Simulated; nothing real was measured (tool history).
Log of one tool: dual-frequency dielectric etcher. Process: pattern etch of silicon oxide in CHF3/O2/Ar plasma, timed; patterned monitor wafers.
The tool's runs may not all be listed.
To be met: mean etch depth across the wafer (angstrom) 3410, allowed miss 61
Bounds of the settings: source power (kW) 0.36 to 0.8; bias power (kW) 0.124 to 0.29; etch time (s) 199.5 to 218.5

run,day,source power (kW),bias power (kW),etch time (s),mean etch depth across the wafer (angstrom)
1,0,0.58,0.207,218.5,4495.5
2,0.267,0.58,0.207,199.5,4101.4
3,0.625,0.58,0.191,199.5,3984.3
4,0.896,0.55,0.189,199.5,3866.1
5,1.054,0.55,0.189,218.5,4256.4
6,1.325,0.55,0.206,218.5,4368.5
7,1.538,0.44,0.164,208,3506.7
8,1.838,0.43,0.164,208,3486.9

Which of these 4 next moves meets every target?
A,2.138,0.39,0.161,206.5,?
B,2.138,0.43,0.162,199.5,?
C,2.138,0.43,0.159,199.5,?
D,2.138,0.44,0.131,218.5,?

move,mean etch depth across the wafer (angstrom)
A,3313
B,3338
C,3315.6
D,3422
A: takes the result that was furthest off past its target
B: takes the result that was furthest off past its target
C: takes the result that was furthest off past its target
D: meets every target
Answer: D

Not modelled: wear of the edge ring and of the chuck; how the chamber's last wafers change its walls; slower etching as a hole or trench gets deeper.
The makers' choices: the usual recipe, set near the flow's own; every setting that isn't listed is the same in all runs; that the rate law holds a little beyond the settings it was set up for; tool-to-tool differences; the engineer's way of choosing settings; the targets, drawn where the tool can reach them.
